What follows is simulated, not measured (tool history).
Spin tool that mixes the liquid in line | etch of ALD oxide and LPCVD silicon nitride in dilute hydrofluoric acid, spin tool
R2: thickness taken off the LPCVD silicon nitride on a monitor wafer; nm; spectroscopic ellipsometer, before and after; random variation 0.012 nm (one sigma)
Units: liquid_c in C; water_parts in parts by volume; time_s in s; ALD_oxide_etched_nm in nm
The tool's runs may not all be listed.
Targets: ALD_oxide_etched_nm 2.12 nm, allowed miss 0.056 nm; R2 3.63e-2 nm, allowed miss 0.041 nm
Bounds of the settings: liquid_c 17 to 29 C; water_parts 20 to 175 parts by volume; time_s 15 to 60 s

run 1 hour=0 | liquid_c=21 water_parts=95 time_s=30 | ALD_oxide_etched_nm=5.3063 R2=1.3865e-1
run 2 hour=3.3 | liquid_c=20.5 water_parts=105 time_s=30 | ALD_oxide_etched_nm=4.6779 R2=6.578e-2
run 3 hour=5.9 | liquid_c=20.5 water_parts=105 time_s=45 | ALD_oxide_etched_nm=6.9239 R2=3.0519e-2
run 4 hour=13.7 | liquid_c=20.5 water_parts=120 time_s=40 | ALD_oxide_etched_nm=5.3149 R2=1.0168e-1
run 5 hour=14.5 | liquid_c=20.5 water_parts=120 time_s=45 | ALD_oxide_etched_nm=6.026 R2=1.2253e-1
run 6 hour=15.1 | liquid_c=20.5 water_parts=105 time_s=45 | ALD_oxide_etched_nm=6.9573 R2=1.648e-1
run 7 hour=16.1 | liquid_c=17 water_parts=145 time_s=35 | ALD_oxide_etched_nm=3.2544 R2=6.1664e-2
run 8 hour=24.6 | liquid_c=17 water_parts=175 time_s=30 | ALD_oxide_etched_nm=2.2194 R2=1.8908e-2
run 9 hour=29.5 | liquid_c=17 water_parts=170 time_s=25 | ALD_oxide_etched_nm=1.9454 R2=3.2606e-2
run 10 hour=34 | liquid_c=17.5 water_parts=170 time_s=25 | ALD_oxide_etched_nm=1.9376 R2=1.937e-2
-- hour=37.5 hydrofluoric acid flow meter replaced
run 11 hour=37.5 | liquid_c=18 water_parts=160 time_s=25 | ALD_oxide_etched_nm=2.4472 R2=6.1124e-2
run 12 hour=39.9 | liquid_c=17.5 water_parts=165 time_s=25 | ALD_oxide_etched_nm=2.3112 R2=3.4159e-2
run 13 hour=40.8 | liquid_c=17 water_parts=170 time_s=25 | ALD_oxide_etched_nm=2.1995 R2=4.3203e-2

4 next moves are on the table. One of them brings every result within its allowed miss. Which?
run A hour=41.7 | liquid_c=18.5 water_parts=170 time_s=25 | ALD_oxide_etched_nm=? R2=?
run B hour=41.7 | liquid_c=17.5 water_parts=165 time_s=25 | ALD_oxide_etched_nm=? R2=?
run C hour=41.7 | liquid_c=17 water_parts=145 time_s=20 | ALD_oxide_etched_nm=? R2=?
run D hour=41.7 | liquid_c=17 water_parts=165 time_s=25 | ALD_oxide_etched_nm=? R2=?

move=A ALD_oxide_etched_nm=2.2994 R2=1.0368e-2
move=B ALD_oxide_etched_nm=2.2869 R2=9.9742e-3
move=C ALD_oxide_etched_nm=2.0798 R2=8.7341e-3
move=D ALD_oxide_etched_nm=2.241 R2=9.6405e-3
A: further off than the last run
B: further off than the last run
C: meets every target
D: further off than the last run
The right move is C.
